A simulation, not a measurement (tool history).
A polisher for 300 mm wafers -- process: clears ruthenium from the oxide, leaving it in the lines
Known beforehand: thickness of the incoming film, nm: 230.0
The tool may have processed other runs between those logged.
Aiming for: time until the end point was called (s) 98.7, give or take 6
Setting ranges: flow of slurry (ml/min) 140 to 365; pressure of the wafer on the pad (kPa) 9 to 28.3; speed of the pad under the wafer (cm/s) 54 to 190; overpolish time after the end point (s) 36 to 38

run    day  flow of slurry (ml/min)  pressure of the wafer on the pad (kPa)  speed of the pad under the wafer (cm/s)  overpolish time after the end point (s)  time until the end point was called (s)
  1      0                      235                                    18.6                                      122                                       36                                    128.4
  2  0.092                      185                                    18.6                                      122                                       36                                   134.37
  3   0.15                      140                                    18.6                                      122                                       36                                    140.9
  4  0.512                      145                                      20                                      124                                       36                                   128.65
  5  0.892                      150                                    20.7                                      124                                       36                                   122.94
  6  0.921                      150                                    18.6                                      124                                       36                                   138.26
  7  0.962                      155                                      20                                      124                                       36                                   127.75
  8  1.317                      160                                    20.7                                      124                                       36                                   120.52
  9  1.517                      165                                    21.4                                      124                                       36                                   116.93
 10   1.65                      170                                    22.1                                      124                                       36                                   115.24

4 candidate next runs follow, results not yet known. Just one meets every target within its allowed miss. Identify it.
  A  1.783                      160                                    24.8                                      158                                       36                                        ?
  B  1.783                      170                                    24.1                                      154                                       36                                        ?
  C  1.783                      200                                    22.8                                      120                                       36                                        ?
  D  1.783                      190                                    23.4                                      132                                       37                                        ?

move  time until the end point was called (s)
   A                                   84.917
   B                                    88.11
   C                                   110.69
   D                                   100.61
A: takes the result that was furthest off past its target
B: takes the result that was furthest off past its target
C: an improvement on the last run, though not all results are within tolerance
D: hits every target within its allowed miss
D meets every target.
